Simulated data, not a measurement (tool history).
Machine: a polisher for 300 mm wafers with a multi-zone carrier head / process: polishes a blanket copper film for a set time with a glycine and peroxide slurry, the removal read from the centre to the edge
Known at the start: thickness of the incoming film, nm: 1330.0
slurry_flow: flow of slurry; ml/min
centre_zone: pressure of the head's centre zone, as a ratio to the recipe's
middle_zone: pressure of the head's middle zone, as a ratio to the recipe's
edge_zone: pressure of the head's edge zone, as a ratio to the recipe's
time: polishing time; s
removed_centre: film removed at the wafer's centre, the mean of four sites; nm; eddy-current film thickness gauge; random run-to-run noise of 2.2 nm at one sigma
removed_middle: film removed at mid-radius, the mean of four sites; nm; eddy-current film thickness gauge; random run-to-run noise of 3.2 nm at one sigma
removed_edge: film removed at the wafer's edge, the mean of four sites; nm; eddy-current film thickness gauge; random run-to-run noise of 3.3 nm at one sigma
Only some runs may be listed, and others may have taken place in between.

run	hour	slurry_flow	centre_zone	middle_zone	edge_zone	time	removed_centre	removed_middle	removed_edge
1	0.0	195	1.00	1.00	1.00	32	209.83	204.57	203.37
2	3.3	195	1.00	1.08	1.00	32	205.49	221.13	206.02
3	5.1	195	0.95	1.08	1.00	32	200.05	219.25	201.00
4	8.3	200	0.97	1.08	1.01	32	203.20	226.43	202.48
5	16.8	200	0.97	1.08	0.96	32	202.53	222.13	196.87
6	20.8	205	0.99	1.08	0.97	32	207.72	220.29	202.73
7	24.2	210	1.01	1.08	0.98	32	215.55	225.68	202.35

Estimate the outcome of run 8 from the log above:
8	25.8	215	1.02	1.08	1.00	32	?	?	?

{"run 8": {"removed_centre": 217.04, "removed_middle": 230.92, "removed_edge": 200.73}}
